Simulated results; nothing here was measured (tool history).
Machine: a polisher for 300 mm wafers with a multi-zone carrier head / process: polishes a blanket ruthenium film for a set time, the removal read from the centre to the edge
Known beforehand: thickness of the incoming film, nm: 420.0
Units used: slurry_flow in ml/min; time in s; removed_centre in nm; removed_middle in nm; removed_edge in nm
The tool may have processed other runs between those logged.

run 1 hour=0 | slurry_flow=245 centre_zone=1 middle_zone=1 edge_zone=1 time=54 | removed_centre=58.697 removed_middle=60.308 removed_edge=61.599
run 2 hour=4 | slurry_flow=245 centre_zone=1 middle_zone=1 edge_zone=1 time=63 | removed_centre=68.908 removed_middle=69.375 removed_edge=70.734
run 3 hour=9.2 | slurry_flow=235 centre_zone=1.01 middle_zone=0.96 edge_zone=0.95 time=52 | removed_centre=56.36 removed_middle=55.12 removed_edge=58.265
run 4 hour=10.2 | slurry_flow=270 centre_zone=1.01 middle_zone=0.96 edge_zone=0.95 time=52 | removed_centre=57.422 removed_middle=56 removed_edge=57.401
run 5 hour=15.4 | slurry_flow=270 centre_zone=1.01 middle_zone=0.96 edge_zone=0.95 time=45 | removed_centre=49.5 removed_middle=48.337 removed_edge=50.291
run 6 hour=18.5 | slurry_flow=270 centre_zone=1.07 middle_zone=0.96 edge_zone=0.95 time=45 | removed_centre=52.396 removed_middle=49.049 removed_edge=50.339
run 7 hour=21 | slurry_flow=270 centre_zone=1.07 middle_zone=0.96 edge_zone=0.95 time=45 | removed_centre=51.938 removed_middle=49.282 removed_edge=50.037
run 8 hour=26.5 | slurry_flow=280 centre_zone=1.06 middle_zone=0.94 edge_zone=0.93 time=40 | removed_centre=46.322 removed_middle=43.172 removed_edge=44.277

Run 9, settings as shown, results not yet in. Your forecast:
run 9 hour=28.2 | slurry_flow=285 centre_zone=1.04 middle_zone=0.91 edge_zone=0.9 time=37 | removed_centre=? removed_middle=? removed_edge=?

removed_centre: 42.223 nm
removed_middle: 39.024 nm
removed_edge: 40.182 nm
